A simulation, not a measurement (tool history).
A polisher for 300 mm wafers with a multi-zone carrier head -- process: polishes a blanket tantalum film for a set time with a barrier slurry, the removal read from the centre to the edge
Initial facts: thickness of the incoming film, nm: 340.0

| run | hour | flow of slurry (ml/min) | pressure of the head's centre zone | pressure of the head's middle zone | pressure of the head's edge zone | abrasive content of the slurry | polishing time (s) | film removed at the wafer's centre (Å) | film removed at mid-radius (Å) | film removed at the wafer's edge (Å) |
|---|---|---|---|---|---|---|---|---|---|---|
| 1 | 0 | 160 | 1 | 1 | 1 | 1 | 58 | 586.38 | 600.77 | 576.82 |
| 2 | 4.5 | 125 | 1 | 1 | 1 | 1 | 58 | 552.29 | 558.4 | 559.36 |
| 3 | 13.5 | 125 | 1 | 1 | 1 | 1 | 63 | 594.06 | 604.48 | 601.66 |
| 4 | 15.3 | 125 | 1 | 0.92 | 1 | 1 | 63 | 592.14 | 572.55 | 599.69 |
| 5 | 23.4 | 145 | 1.03 | 0.9 | 1.06 | 1.1 | 63 | 646.86 | 598.63 | 636.75 |
| 6 | 31.8 | 145 | 1.03 | 0.97 | 1.06 | 1.1 | 63 | 645.3 | 615.78 | 636.11 |

Run 7 has not been measured yet. What should we expect?
| 7 | 35.2 | 160 | 1.04 | 0.94 | 1.1 | 1.25 | 64 | ? | ? | ? |

{"run 7": {"film removed at the wafer's centre (Å)": 701.27, "film removed at mid-radius (Å)": 683.14, "film removed at the wafer's edge (Å)": 698.14}}

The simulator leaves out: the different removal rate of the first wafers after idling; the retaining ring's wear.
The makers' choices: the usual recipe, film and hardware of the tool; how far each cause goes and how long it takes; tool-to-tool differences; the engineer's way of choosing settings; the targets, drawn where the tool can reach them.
